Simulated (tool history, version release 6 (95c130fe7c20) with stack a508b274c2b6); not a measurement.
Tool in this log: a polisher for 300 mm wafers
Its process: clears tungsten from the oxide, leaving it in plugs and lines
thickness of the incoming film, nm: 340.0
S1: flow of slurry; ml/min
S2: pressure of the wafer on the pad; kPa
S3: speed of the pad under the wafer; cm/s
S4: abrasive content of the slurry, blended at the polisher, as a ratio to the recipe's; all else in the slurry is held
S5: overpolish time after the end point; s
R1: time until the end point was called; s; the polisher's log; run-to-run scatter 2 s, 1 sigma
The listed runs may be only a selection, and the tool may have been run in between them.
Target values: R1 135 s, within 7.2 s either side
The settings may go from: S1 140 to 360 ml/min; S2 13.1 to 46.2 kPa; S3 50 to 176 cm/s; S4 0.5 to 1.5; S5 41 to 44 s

run,hour,S1,S2,S3,S4,S5,R1
1,0,230,29.6,112,1,41,65.06
2,7.6,230,24.1,104,1,41,83.95
3,13.5,230,17.9,104,1,41,110.51
4,18.8,265,17.9,104,1,41,110.16
5,22.9,265,16.5,104,1,41,116.55
6,26.3,265,16.5,118,1,41,109.01
7,35.3,265,15.2,114,1,41,116.3
8,37.4,265,14.5,110,1,41,125.99

Next run, 4 choices. One meets every target within its allowed miss, the rest don't. Which?
A,39.5,245,13.1,138,0.9,44,?
B,39.5,295,13.8,94,0.75,41,?
C,39.5,265,14.5,100,0.95,41,?
D,39.5,225,14.5,132,1,44,?

move,R1
A,122.28
B,158.26
C,141.38
D,114.97
A: the biggest miss grows against the last run
B: takes the biggest miss from the last run beyond its target
C: all results land within tolerance of their targets
D: the biggest miss grows against the last run
The move that meets every target is C.
